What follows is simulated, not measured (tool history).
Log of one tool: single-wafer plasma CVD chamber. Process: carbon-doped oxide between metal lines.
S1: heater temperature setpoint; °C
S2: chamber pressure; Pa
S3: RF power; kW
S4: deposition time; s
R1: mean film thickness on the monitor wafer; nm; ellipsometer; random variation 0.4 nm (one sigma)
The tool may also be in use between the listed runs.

{"run": 1, "hour": 0.0, "S1": 360, "S2": 724, "S3": 0.41, "S4": 21.7, "R1": 94.438}
{"run": 2, "hour": 6.9, "S1": 362, "S2": 692, "S3": 0.4, "S4": 21.7, "R1": 91.132}
{"run": 3, "hour": 7.6, "S1": 362, "S2": 692, "S3": 0.4, "S4": 20.7, "R1": 86.94}
{"run": 4, "hour": 15.0, "S1": 362, "S2": 692, "S3": 0.44, "S4": 20.7, "R1": 95.242}
{"run": 5, "hour": 20.3, "S1": 362, "S2": 692, "S3": 0.44, "S4": 20.7, "R1": 94.94}
{"run": 6, "hour": 23.8, "S1": 362, "S2": 636, "S3": 0.44, "S4": 20.7, "R1": 94.31}
{"run": 7, "hour": 26.4, "S1": 364, "S2": 613, "S3": 0.43, "S4": 20.7, "R1": 90.877}
{"run": 8, "hour": 27.1, "S1": 366, "S2": 585, "S3": 0.425, "S4": 20.7, "R1": 88.794}
{"run": 9, "hour": 31.7, "S1": 368, "S2": 561, "S3": 0.42, "S4": 20.7, "R1": 86.943}
{"run": 10, "hour": 34.0, "S1": 370, "S2": 540, "S3": 0.42, "S4": 20.7, "R1": 85.633}
{"run": 11, "hour": 34.8, "S1": 372, "S2": 527, "S3": 0.42, "S4": 20.7, "R1": 86.368}
{"run": 12, "hour": 39.1, "S1": 372, "S2": 513, "S3": 0.415, "S4": 20.7, "R1": 84.238}
{"run": 13, "hour": 43.4, "S1": 373, "S2": 499, "S3": 0.415, "S4": 20.7, "R1": 83.921}
{"hour": 48.1, "done": "capacitance manometer re-zeroed and calibrated"}
{"run": 14, "hour": 48.1, "S1": 374, "S2": 487, "S3": 0.415, "S4": 20.7, "R1": 83.717}
{"run": 15, "hour": 51.7, "S1": 375, "S2": 477, "S3": 0.415, "S4": 20.7, "R1": 83.635}

Run 16 comes next. What will it give?
{"run": 16, "hour": 56.0, "S1": 375, "S2": 469, "S3": 0.41, "S4": 20.7, "R1": "?"}

{"run 16": {"R1": 82.056}}
